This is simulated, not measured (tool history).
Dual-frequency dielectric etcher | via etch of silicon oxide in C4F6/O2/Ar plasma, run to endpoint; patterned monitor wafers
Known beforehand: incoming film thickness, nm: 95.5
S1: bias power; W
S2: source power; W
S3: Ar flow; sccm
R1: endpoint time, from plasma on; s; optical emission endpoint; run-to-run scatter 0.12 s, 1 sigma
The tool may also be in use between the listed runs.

Run 1, hour 0: S1 501 W, S2 420 W, S3 376 sccm. Result: R1 20.453 s.
Run 2, hour 4.4: S1 501 W, S2 420 W, S3 422 sccm. Result: R1 20.672 s.
Run 3, hour 6.9: S1 464 W, S2 420 W, S3 422 sccm. Result: R1 21.353 s.
Run 4, hour 14.3: S1 464 W, S2 420 W, S3 362 sccm. Result: R1 20.845 s.
Run 5, hour 21.6: S1 436 W, S2 420 W, S3 363 sccm. Result: R1 21.827 s.
Run 6, hour 26.7: S1 505 W, S2 420 W, S3 363 sccm. Result: R1 20.271 s.
Run 7, hour 30.3: S1 473 W, S2 420 W, S3 364 sccm. Result: R1 20.865 s.
Run 8, hour 37.3: S1 449 W, S2 420 W, S3 365 sccm. Result: R1 21.208 s.

Run 9 has not been measured yet. What should we expect?
Run 9, hour 44.2: S1 428 W, S2 420 W, S3 366 sccm. Result: R1 ?.

Logged for run 9: R1 21.622 s.
